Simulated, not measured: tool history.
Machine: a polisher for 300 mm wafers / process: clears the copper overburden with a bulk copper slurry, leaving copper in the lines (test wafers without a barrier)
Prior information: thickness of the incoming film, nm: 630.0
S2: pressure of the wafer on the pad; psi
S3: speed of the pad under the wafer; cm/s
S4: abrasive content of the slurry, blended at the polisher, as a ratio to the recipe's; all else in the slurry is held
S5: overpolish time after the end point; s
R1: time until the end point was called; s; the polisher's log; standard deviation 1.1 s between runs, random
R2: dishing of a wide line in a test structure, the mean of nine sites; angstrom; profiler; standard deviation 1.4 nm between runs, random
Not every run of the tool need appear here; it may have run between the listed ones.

{"run": 1, "hour": 0.0, "flow of slurry (ml/min)": 300, "S2": 2.3, "S3": 120, "S4": 1, "S5": 11, "R1": 72.621, "R2": 565.9}
{"run": 2, "hour": 4.7, "flow of slurry (ml/min)": 350, "S2": 2.3, "S3": 120, "S4": 1, "S5": 11, "R1": 72.787, "R2": 572.8}
{"run": 3, "hour": 13.2, "flow of slurry (ml/min)": 350, "S2": 2.3, "S3": 138, "S4": 1, "S5": 11, "R1": 63.299, "R2": 616.33}
{"run": 4, "hour": 15.7, "flow of slurry (ml/min)": 405, "S2": 2.3, "S3": 138, "S4": 1, "S5": 11, "R1": 62.677, "R2": 609.05}
{"run": 5, "hour": 17.0, "flow of slurry (ml/min)": 405, "S2": 2.3, "S3": 136, "S4": 1, "S5": 12, "R1": 63.841, "R2": 637.9}
{"run": 6, "hour": 18.2, "flow of slurry (ml/min)": 370, "S2": 2.3, "S3": 136, "S4": 1, "S5": 12, "R1": 64.723, "R2": 641.62}

Run 7, settings as shown, results not yet in. Your forecast:
{"run": 7, "hour": 19.3, "flow of slurry (ml/min)": 370, "S2": 2.3, "S3": 136, "S4": 1, "S5": 13, "R1": "?", "R2": "?"}

{"run 7": {"R1": 63.043, "R2": 652.91}}
